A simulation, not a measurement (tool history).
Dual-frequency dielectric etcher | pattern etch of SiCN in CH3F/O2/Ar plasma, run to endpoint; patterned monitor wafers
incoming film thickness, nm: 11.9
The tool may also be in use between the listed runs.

Run 1, hour 0: source power (W) 470, bias power (W) 64. Result: endpoint time (s) 30.655.
Run 2, hour 7.6: source power (W) 470, bias power (W) 71. Result: endpoint time (s) 29.545.
Run 3, hour 9.6: source power (W) 510, bias power (W) 71. Result: endpoint time (s) 28.808.
Run 4, hour 14.9: source power (W) 460, bias power (W) 71. Result: endpoint time (s) 29.892.
Run 5, hour 19.8: source power (W) 380, bias power (W) 71. Result: endpoint time (s) 31.133.
At hour 28.8: source power generator calibrated.
Run 6, hour 28.8: source power (W) 380, bias power (W) 60. Result: endpoint time (s) 33.311.

Forecast run 7:
Run 7, hour 33.1: source power (W) 420, bias power (W) 61. Result: endpoint time (s) ?.

Run 7 gave endpoint time (s) 32.058.
